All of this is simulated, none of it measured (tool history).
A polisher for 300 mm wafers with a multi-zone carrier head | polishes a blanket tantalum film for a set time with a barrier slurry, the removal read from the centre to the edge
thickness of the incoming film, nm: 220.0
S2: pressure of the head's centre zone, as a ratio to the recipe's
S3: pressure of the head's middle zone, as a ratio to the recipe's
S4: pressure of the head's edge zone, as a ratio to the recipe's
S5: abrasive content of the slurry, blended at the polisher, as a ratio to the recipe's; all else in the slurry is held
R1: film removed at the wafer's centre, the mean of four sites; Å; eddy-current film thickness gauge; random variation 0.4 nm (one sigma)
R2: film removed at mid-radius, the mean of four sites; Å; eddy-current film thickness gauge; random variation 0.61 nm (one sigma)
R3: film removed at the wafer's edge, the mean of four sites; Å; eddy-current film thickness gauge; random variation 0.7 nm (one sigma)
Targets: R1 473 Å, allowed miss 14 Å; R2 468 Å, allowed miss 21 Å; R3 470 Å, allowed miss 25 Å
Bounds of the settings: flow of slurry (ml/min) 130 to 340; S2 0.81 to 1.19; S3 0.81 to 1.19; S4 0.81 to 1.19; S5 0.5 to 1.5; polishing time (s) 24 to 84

run 1 hour=0 | flow_of_slurry_(ml/min)=220 S2=1 S3=1 S4=1 S5=1 polishing_time_(s)=54 | R1=768.97 R2=778.47 R3=795.19
run 2 hour=4.5 | flow_of_slurry_(ml/min)=220 S2=1 S3=0.97 S4=1 S5=1 polishing_time_(s)=54 | R1=778 R2=770.14 R3=782.09
run 3 hour=7.5 | flow_of_slurry_(ml/min)=220 S2=1 S3=0.91 S4=1 S5=1 polishing_time_(s)=54 | R1=775.9 R2=737.72 R3=795.63
run 4 hour=9 | flow_of_slurry_(ml/min)=220 S2=0.99 S3=0.91 S4=0.96 S5=0.85 polishing_time_(s)=49 | R1=658.19 R2=625.26 R3=678.93
run 5 hour=13.8 | flow_of_slurry_(ml/min)=220 S2=0.99 S3=0.93 S4=0.92 S5=0.75 polishing_time_(s)=46 | R1=599.48 R2=571.29 R3=575.82
run 6 hour=16.7 | flow_of_slurry_(ml/min)=220 S2=0.99 S3=0.93 S4=1.01 S5=0.75 polishing_time_(s)=46 | R1=594.79 R2=583.82 R3=619.87
run 7 hour=20.9 | flow_of_slurry_(ml/min)=220 S2=0.99 S3=0.93 S4=1.01 S5=0.75 polishing_time_(s)=46 | R1=596.35 R2=590.28 R3=618.38
run 8 hour=26.9 | flow_of_slurry_(ml/min)=215 S2=0.97 S3=0.92 S4=0.97 S5=0.7 polishing_time_(s)=45 | R1=552.81 R2=544.93 R3=578.15
run 9 hour=27.6 | flow_of_slurry_(ml/min)=205 S2=0.96 S3=0.92 S4=0.93 S5=0.65 polishing_time_(s)=45 | R1=527.38 R2=529.86 R3=559.87
run 10 hour=33.5 | flow_of_slurry_(ml/min)=210 S2=0.96 S3=0.92 S4=0.91 S5=0.6 polishing_time_(s)=44 | R1=507.51 R2=501.1 R3=520.84
run 11 hour=40.1 | flow_of_slurry_(ml/min)=205 S2=0.96 S3=0.92 S4=0.89 S5=0.6 polishing_time_(s)=44 | R1=504.07 R2=496.16 R3=509.17
run 12 hour=47.3 | flow_of_slurry_(ml/min)=205 S2=0.96 S3=0.92 S4=0.89 S5=0.6 polishing_time_(s)=44 | R1=511.32 R2=482 R3=512.76

Which of these 5 next moves meets every target?
run A hour=54.5 | flow_of_slurry_(ml/min)=285 S2=0.96 S3=1.12 S4=0.92 S5=0.55 polishing_time_(s)=39 | R1=? R2=? R3=?
run B hour=54.5 | flow_of_slurry_(ml/min)=215 S2=1 S3=0.97 S4=0.96 S5=0.6 polishing_time_(s)=39 | R1=? R2=? R3=?
run C hour=54.5 | flow_of_slurry_(ml/min)=275 S2=1 S3=1.1 S4=0.81 S5=0.6 polishing_time_(s)=38 | R1=? R2=? R3=?
run D hour=54.5 | flow_of_slurry_(ml/min)=255 S2=1.06 S3=1 S4=0.85 S5=0.6 polishing_time_(s)=37 | R1=? R2=? R3=?
run E hour=54.5 | flow_of_slurry_(ml/min)=215 S2=0.88 S3=0.92 S4=0.98 S5=0.65 polishing_time_(s)=43 | R1=? R2=? R3=?

move=A R1=453.12 R2=539.24 R3=455.63
move=B R1=469.22 R2=476.47 R3=469.27
move=C R1=474 R2=533.31 R3=432.72
move=D R1=484.35 R2=474.47 R3=428.1
move=E R1=468.55 R2=518.3 R3=538.87
A: takes the result that was furthest off past its target
B: meets every target
C: brings the result that was furthest off to its target, and leaves another outside
D: brings the result that was furthest off to its target, and leaves another outside
E: brings the result that was furthest off to its target, and leaves another outside
The right move is B.

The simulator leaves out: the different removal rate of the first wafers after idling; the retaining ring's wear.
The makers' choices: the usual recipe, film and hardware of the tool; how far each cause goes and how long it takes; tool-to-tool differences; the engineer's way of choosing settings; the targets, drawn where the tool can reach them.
